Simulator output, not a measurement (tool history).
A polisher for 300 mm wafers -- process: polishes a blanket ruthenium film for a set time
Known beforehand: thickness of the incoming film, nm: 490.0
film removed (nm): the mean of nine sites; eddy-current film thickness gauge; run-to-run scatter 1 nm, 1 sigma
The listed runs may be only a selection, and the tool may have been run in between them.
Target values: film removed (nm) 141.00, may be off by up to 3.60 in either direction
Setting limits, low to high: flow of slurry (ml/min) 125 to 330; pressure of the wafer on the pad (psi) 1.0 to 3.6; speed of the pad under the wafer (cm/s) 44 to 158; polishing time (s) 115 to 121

run,day,flow of slurry (ml/min),pressure of the wafer on the pad (psi),speed of the pad under the wafer (cm/s),polishing time (s),film removed (nm)
1,0.000,210,2.3,100,115,176.34
2,0.217,190,2.3,100,115,174.98
3,0.454,190,2.3,122,115,211.87
4,0.546,190,2.3,122,121,224.77
5,0.692,145,2.3,122,121,218.21
6,0.717,145,2.1,122,121,202.54
7,0.912,145,2.1,122,121,201.00
8,1.275,145,1.9,122,121,187.87

Exactly one of the 5 candidate moves below puts every result within its allowed miss. Which one?
A,1.638,125,1.6,100,115,?
B,1.638,135,1.5,124,115,?
C,1.638,160,2.0,104,120,?
D,1.638,125,1.2,124,115,?
E,1.638,145,1.4,116,118,?

move,film removed (nm)
A,127.01
B,151.00
C,167.27
D,128.51
E,139.58
A: takes the biggest miss from the last run beyond its target
B: closer than the last run, but not yet in spec
C: closer than the last run, but not yet in spec
D: takes the biggest miss from the last run beyond its target
E: all results in spec
Move E is the one to make.

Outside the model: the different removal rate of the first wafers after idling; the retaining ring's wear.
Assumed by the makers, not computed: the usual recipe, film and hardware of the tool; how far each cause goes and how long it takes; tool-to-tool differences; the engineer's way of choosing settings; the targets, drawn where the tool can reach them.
